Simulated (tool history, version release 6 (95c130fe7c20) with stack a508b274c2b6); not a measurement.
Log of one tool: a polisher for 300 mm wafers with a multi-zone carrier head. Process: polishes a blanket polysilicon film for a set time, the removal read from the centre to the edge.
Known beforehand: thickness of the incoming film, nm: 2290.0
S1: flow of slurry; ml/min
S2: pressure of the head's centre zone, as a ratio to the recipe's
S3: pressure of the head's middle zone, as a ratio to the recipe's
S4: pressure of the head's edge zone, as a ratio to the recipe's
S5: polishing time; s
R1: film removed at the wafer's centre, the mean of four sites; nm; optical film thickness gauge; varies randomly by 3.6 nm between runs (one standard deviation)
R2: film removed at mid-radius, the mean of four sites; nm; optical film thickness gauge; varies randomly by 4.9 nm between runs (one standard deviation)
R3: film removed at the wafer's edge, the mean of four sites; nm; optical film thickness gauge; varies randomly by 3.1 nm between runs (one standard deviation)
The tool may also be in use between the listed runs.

{"run": 1, "hour": 0.0, "S1": 305, "S2": 1.0, "S3": 1.0, "S4": 1.0, "S5": 33, "R1": 236.1, "R2": 234.58, "R3": 246.15}
{"run": 2, "hour": 0.7, "S1": 310, "S2": 1.02, "S3": 1.01, "S4": 1.02, "S5": 34, "R1": 247.79, "R2": 241.63, "R3": 257.74}
{"run": 3, "hour": 4.7, "S1": 315, "S2": 1.04, "S3": 1.03, "S4": 1.03, "S5": 35, "R1": 263.2, "R2": 258.53, "R3": 266.35}
{"run": 4, "hour": 13.4, "S1": 315, "S2": 1.04, "S3": 1.03, "S4": 1.03, "S5": 38, "R1": 281.05, "R2": 284.45, "R3": 292.78}
{"run": 5, "hour": 16.8, "S1": 275, "S2": 1.04, "S3": 1.03, "S4": 1.03, "S5": 38, "R1": 277.3, "R2": 274.47, "R3": 285.57}
{"hour": 25.6, "done": "slurry nozzle cleaned"}
{"run": 6, "hour": 25.6, "S1": 290, "S2": 1.06, "S3": 1.03, "S4": 1.04, "S5": 39, "R1": 308.18, "R2": 305.8, "R3": 310.12}
{"run": 7, "hour": 31.0, "S1": 295, "S2": 1.07, "S3": 1.03, "S4": 1.06, "S5": 39, "R1": 316.82, "R2": 290.76, "R3": 311.03}
{"run": 8, "hour": 37.5, "S1": 300, "S2": 1.12, "S3": 1.13, "S4": 1.07, "S5": 47, "R1": 396.92, "R2": 391.3, "R3": 378.35}

What does the tool deliver on the next run?
{"run": 9, "hour": 39.0, "S1": 300, "S2": 1.12, "S3": 1.12, "S4": 1.07, "S5": 47, "R1": "?", "R2": "?", "R3": "?"}

{"run 9": {"R1": 397.99, "R2": 393.74, "R3": 370.06}}
